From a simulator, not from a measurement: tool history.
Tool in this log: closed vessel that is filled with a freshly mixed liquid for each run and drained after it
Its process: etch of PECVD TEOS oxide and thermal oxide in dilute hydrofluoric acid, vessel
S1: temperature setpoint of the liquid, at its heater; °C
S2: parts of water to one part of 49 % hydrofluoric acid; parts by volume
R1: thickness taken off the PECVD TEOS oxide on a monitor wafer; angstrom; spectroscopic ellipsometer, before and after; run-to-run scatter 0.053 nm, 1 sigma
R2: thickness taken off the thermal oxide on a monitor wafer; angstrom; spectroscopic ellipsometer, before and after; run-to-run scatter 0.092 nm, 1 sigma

Run 1, hour 0.0: S1 21.0 °C, S2 225 parts by volume, time in the liquid (s) 70. Result: R1 44.308 angstrom, R2 11.349 angstrom.
Run 2, hour 7.8: S1 22.0 °C, S2 210 parts by volume, time in the liquid (s) 70. Result: R1 50.148 angstrom, R2 12.172 angstrom.
Run 3, hour 14.1: S1 22.0 °C, S2 210 parts by volume, time in the liquid (s) 85. Result: R1 60.777 angstrom, R2 15.220 angstrom.
Run 4, hour 20.7: S1 22.0 °C, S2 210 parts by volume, time in the liquid (s) 100. Result: R1 72.133 angstrom, R2 17.513 angstrom.
Run 5, hour 22.2: S1 22.0 °C, S2 145 parts by volume, time in the liquid (s) 100. Result: R1 112.100 angstrom, R2 28.702 angstrom.
At hour 29.8: thermometer replaced.
Run 6, hour 29.8: S1 23.5 °C, S2 145 parts by volume, time in the liquid (s) 100. Result: R1 127.390 angstrom, R2 34.817 angstrom.
Run 7, hour 33.0: S1 23.0 °C, S2 145 parts by volume, time in the liquid (s) 100. Result: R1 125.570 angstrom, R2 32.147 angstrom.
Run 8, hour 37.7: S1 22.5 °C, S2 145 parts by volume, time in the liquid (s) 100. Result: R1 124.030 angstrom, R2 28.902 angstrom.
Run 9, hour 42.7: S1 21.5 °C, S2 170 parts by volume, time in the liquid (s) 100. Result: R1 98.133 angstrom, R2 24.419 angstrom.
Run 10, hour 51.4: S1 21.5 °C, S2 170 parts by volume, time in the liquid (s) 100. Result: R1 98.157 angstrom, R2 24.634 angstrom.
Run 11, hour 60.0: S1 22.0 °C, S2 170 parts by volume, time in the liquid (s) 100. Result: R1 99.645 angstrom, R2 25.414 angstrom.

Estimate the outcome of run 12 from the log above:
Run 12, hour 66.8: S1 23.0 °C, S2 170 parts by volume, time in the liquid (s) 100. Result: R1 ?, R2 ?.

Run 12 came out at R1 105.070 angstrom, R2 26.954 angstrom.

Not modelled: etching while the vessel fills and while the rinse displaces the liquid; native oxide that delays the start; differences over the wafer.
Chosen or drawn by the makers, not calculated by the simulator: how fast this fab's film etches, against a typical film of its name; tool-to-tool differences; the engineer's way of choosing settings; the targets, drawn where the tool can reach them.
